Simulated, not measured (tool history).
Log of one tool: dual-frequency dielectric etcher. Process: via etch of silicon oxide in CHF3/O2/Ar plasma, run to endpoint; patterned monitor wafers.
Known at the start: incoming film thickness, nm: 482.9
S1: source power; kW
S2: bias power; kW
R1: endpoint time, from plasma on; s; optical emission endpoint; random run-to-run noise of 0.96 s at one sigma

run	hour	S1	S2	R1
1	0	0.47	0.213	255.01
2	0.7	0.44	0.208	265.07
3	4.7	0.42	0.205	273.14
4	11.1	0.42	0.177	289.01
5	14.9	0.42	0.202	274.66
6	20.7	0.47	0.202	259.4

Forecast run 7:
7	27.3	0.45	0.2	?

Run 7 measured R1 267.12 s.
